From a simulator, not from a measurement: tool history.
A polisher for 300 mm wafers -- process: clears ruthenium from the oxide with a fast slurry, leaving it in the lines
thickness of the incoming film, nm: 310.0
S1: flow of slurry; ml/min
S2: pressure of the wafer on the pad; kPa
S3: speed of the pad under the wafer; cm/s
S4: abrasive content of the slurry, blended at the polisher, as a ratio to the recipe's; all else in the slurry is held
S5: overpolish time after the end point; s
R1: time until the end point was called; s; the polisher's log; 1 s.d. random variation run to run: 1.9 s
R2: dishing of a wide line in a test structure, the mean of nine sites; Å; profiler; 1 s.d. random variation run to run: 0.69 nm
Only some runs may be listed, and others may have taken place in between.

run 1 hour=0 | S1=205 S2=16.5 S3=96 S4=1 S5=14 | R1=93.012 R2=353.51
run 2 hour=8.5 | S1=205 S2=16.5 S3=96 S4=1 S5=15 | R1=93.99 R2=370.87
run 3 hour=10.2 | S1=205 S2=16.5 S3=96 S4=1 S5=16 | R1=91.634 R2=404.17
run 4 hour=12.4 | S1=205 S2=15.9 S3=96 S4=1 S5=17 | R1=95.677 R2=397.74
run 5 hour=20.9 | S1=205 S2=15.9 S3=96 S4=0.8 S5=17 | R1=104.65 R2=378.36
run 6 hour=29 | S1=205 S2=15.9 S3=112 S4=0.8 S5=17 | R1=89.467 R2=429.13
run 7 hour=32.4 | S1=205 S2=15.2 S3=112 S4=0.8 S5=18 | R1=94.145 R2=434.86
run 8 hour=34 | S1=205 S2=15.2 S3=112 S4=0.8 S5=19 | R1=95.113 R2=461.76

What will run 9 give?
run 9 hour=42.1 | S1=205 S2=14.5 S3=112 S4=0.8 S5=20 | R1=? R2=?

Run 9 came out at R1 97.078 s, R2 461.05 Å.
